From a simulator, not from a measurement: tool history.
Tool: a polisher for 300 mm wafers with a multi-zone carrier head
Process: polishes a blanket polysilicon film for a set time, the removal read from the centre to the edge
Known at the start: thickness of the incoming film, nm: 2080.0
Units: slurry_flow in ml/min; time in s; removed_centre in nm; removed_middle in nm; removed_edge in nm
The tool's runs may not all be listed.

| run | day | slurry_flow | centre_zone | middle_zone | edge_zone | time | removed_centre | removed_middle | removed_edge |
|---|---|---|---|---|---|---|---|---|---|
| 1 | 0 | 270 | 1 | 1 | 1 | 40 | 362.26 | 392.11 | 389.54 |
| 2 | 0.242 | 285 | 1.06 | 0.99 | 1.03 | 43 | 407.65 | 422.64 | 417.88 |
| 3 | 0.283 | 225 | 1.06 | 0.99 | 1.03 | 43 | 400.42 | 414.69 | 418.6 |
| 4 | 0.454 | 230 | 1.1 | 0.96 | 1.03 | 46 | 449.55 | 425.62 | 453.72 |
| 5 | 0.733 | 230 | 1.1 | 0.91 | 1.03 | 46 | 440.33 | 417.46 | 447.83 |
| 6 | 0.892 | 230 | 1.1 | 0.91 | 1.08 | 46 | 443.76 | 416.57 | 456.7 |
| 7 | 1.033 | 240 | 1.13 | 0.92 | 1.07 | 48 | 479.41 | 437.52 | 481.32 |
| 8 | 1.167 | 250 | 1.15 | 0.93 | 1.05 | 50 | 511.65 | 462.25 | 490.57 |
| 9 | 1.296 | 250 | 1.16 | 0.92 | 1.05 | 51 | 527.25 | 469.68 | 495.7 |
| 10 | 1.529 | 250 | 1.17 | 0.91 | 1.06 | 52 | 542.77 | 471.37 | 521.75 |

Forecast run 11:
| 11 | 1.662 | 255 | 1.18 | 0.91 | 1.05 | 53 | ? | ? | ? |

{"run 11": {"removed_centre": 557.4, "removed_middle": 480.62, "removed_edge": 523.8}}
